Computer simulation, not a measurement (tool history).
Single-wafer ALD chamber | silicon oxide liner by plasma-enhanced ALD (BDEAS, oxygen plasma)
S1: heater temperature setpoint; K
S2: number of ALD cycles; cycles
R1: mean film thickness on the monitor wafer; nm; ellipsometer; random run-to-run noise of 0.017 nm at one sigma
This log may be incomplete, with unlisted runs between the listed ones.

| run | hour | S1 | S2 | R1 |
|---|---|---|---|---|
| 1 | 0.0 | 593.15 | 29 | 2.4316 |
| 2 | 4.2 | 585.15 | 29 | 2.4474 |
| 3 | 11.2 | 585.15 | 30 | 2.5282 |
| 4 | 20.0 | 585.15 | 34 | 2.8701 |
| 5 | 27.6 | 581.15 | 34 | 2.8925 |
| 6 | 30.1 | 581.15 | 30 | 2.5376 |

Run 7 has not been measured yet. What should we expect?
| 7 | 37.4 | 581.15 | 30 | ? |

Run 7 produced R1 2.5464 nm.
